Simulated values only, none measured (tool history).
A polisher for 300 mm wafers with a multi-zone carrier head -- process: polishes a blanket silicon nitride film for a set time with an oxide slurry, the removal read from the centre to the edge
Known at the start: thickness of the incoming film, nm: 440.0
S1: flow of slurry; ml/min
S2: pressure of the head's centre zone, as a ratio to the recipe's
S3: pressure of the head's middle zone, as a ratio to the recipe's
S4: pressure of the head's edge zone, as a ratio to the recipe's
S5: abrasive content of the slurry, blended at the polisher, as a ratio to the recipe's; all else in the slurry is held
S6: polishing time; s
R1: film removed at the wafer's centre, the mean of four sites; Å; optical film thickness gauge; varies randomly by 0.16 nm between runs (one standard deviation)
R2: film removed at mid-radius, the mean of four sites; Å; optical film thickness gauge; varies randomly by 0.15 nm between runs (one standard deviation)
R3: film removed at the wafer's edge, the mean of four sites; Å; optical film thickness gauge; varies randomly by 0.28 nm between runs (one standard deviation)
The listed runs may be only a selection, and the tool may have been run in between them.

{"run": 1, "day": 0.0, "S1": 220, "S2": 1.0, "S3": 1.0, "S4": 1.0, "S5": 1.0, "S6": 69, "R1": 434.04, "R2": 430.34, "R3": 440.16}
{"run": 2, "day": 0.296, "S1": 205, "S2": 0.97, "S3": 0.94, "S4": 0.96, "S5": 0.85, "S6": 63, "R1": 351.03, "R2": 346.68, "R3": 364.07}
{"run": 3, "day": 0.471, "S1": 195, "S2": 0.96, "S3": 0.9, "S4": 0.94, "S5": 0.75, "S6": 59, "R1": 306.43, "R2": 294.83, "R3": 315.31}
{"run": 4, "day": 0.842, "S1": 195, "S2": 0.96, "S3": 0.97, "S4": 0.94, "S5": 0.75, "S6": 59, "R1": 308.2, "R2": 312.83, "R3": 320.88}
{"run": 5, "day": 0.912, "S1": 180, "S2": 0.95, "S3": 0.92, "S4": 0.93, "S5": 0.65, "S6": 57, "R1": 271.41, "R2": 266.67, "R3": 283.89}
{"run": 6, "day": 0.95, "S1": 180, "S2": 0.95, "S3": 0.92, "S4": 0.93, "S5": 0.65, "S6": 65, "R1": 310.98, "R2": 301.04, "R3": 321.81}
{"run": 7, "day": 1.225, "S1": 165, "S2": 0.93, "S3": 0.89, "S4": 0.91, "S5": 0.6, "S6": 62, "R1": 270.21, "R2": 267.43, "R3": 290.92}
{"run": 8, "day": 1.529, "S1": 165, "S2": 0.93, "S3": 0.89, "S4": 0.91, "S5": 0.6, "S6": 62, "R1": 270.98, "R2": 267.72, "R3": 288.81}
{"run": 9, "day": 1.808, "S1": 155, "S2": 0.93, "S3": 0.86, "S4": 0.9, "S5": 0.55, "S6": 61, "R1": 250.87, "R2": 242.64, "R3": 268.48}
{"run": 10, "day": 2.175, "S1": 150, "S2": 0.93, "S3": 0.84, "S4": 0.89, "S5": 0.55, "S6": 61, "R1": 249.56, "R2": 235.14, "R3": 267.48}

Run 11 is up next; what results do you expect?
{"run": 11, "day": 2.338, "S1": 145, "S2": 0.93, "S3": 0.83, "S4": 0.87, "S5": 0.55, "S6": 61, "R1": "?", "R2": "?", "R3": "?"}

{"run 11": {"R1": 246.34, "R2": 230.25, "R3": 263.28}}
